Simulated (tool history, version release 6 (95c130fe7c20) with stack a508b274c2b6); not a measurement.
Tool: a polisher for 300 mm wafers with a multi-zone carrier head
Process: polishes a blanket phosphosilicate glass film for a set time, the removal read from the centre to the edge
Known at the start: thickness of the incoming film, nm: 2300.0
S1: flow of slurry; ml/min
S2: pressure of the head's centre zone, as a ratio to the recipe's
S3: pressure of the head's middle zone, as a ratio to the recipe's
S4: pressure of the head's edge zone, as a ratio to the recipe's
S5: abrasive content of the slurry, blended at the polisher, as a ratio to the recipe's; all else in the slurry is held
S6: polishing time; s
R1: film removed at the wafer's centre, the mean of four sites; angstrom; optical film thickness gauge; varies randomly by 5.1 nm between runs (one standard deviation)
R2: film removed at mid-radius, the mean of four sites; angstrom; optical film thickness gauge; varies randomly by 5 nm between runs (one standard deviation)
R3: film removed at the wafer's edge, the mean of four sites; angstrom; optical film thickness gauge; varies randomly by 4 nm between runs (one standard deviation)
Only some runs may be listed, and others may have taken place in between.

Run 1, day 0.000: S1 255 ml/min, S2 1.00, S3 1.00, S4 1.00, S5 1.00, S6 42 s. Result: R1 2960.6 angstrom, R2 2903.3 angstrom, R3 2918.4 angstrom.
Run 2, day 0.212: S1 260 ml/min, S2 0.99, S3 1.04, S4 1.03, S5 1.15, S6 43 s. Result: R1 3174.1 angstrom, R2 3197.4 angstrom, R3 3305.8 angstrom.
Run 3, day 0.408: S1 270 ml/min, S2 0.98, S3 1.08, S4 1.01, S5 1.25, S6 44 s. Result: R1 3346.4 angstrom, R2 3602.3 angstrom, R3 3434.7 angstrom.
Run 4, day 0.704: S1 270 ml/min, S2 0.98, S3 1.08, S4 1.01, S5 1.25, S6 49 s. Result: R1 3767.4 angstrom, R2 4004.6 angstrom, R3 3760.7 angstrom.
Run 5, day 0.896: S1 270 ml/min, S2 1.05, S3 1.08, S4 1.01, S5 1.25, S6 49 s. Result: R1 4105.7 angstrom, R2 3944.7 angstrom, R3 3832.6 angstrom.
Run 6, day 1.267: S1 270 ml/min, S2 1.05, S3 1.08, S4 1.01, S5 1.40, S6 49 s. Result: R1 4151.7 angstrom, R2 4211.8 angstrom, R3 4013.2 angstrom.
Run 7, day 1.550: S1 275 ml/min, S2 1.03, S3 1.09, S4 1.03, S5 1.40, S6 49 s. Result: R1 4179.8 angstrom, R2 4207.3 angstrom, R3 4035.4 angstrom.

Estimate the outcome of run 8 from the log above:
Run 8, day 1.908: S1 270 ml/min, S2 1.00, S3 1.10, S4 1.05, S5 1.45, S6 49 s. Result: R1 ?, R2 ?, R3 ?.

{"run 8": {"R1": 4012.0, "R2": 4335.9, "R3": 4124.3}}
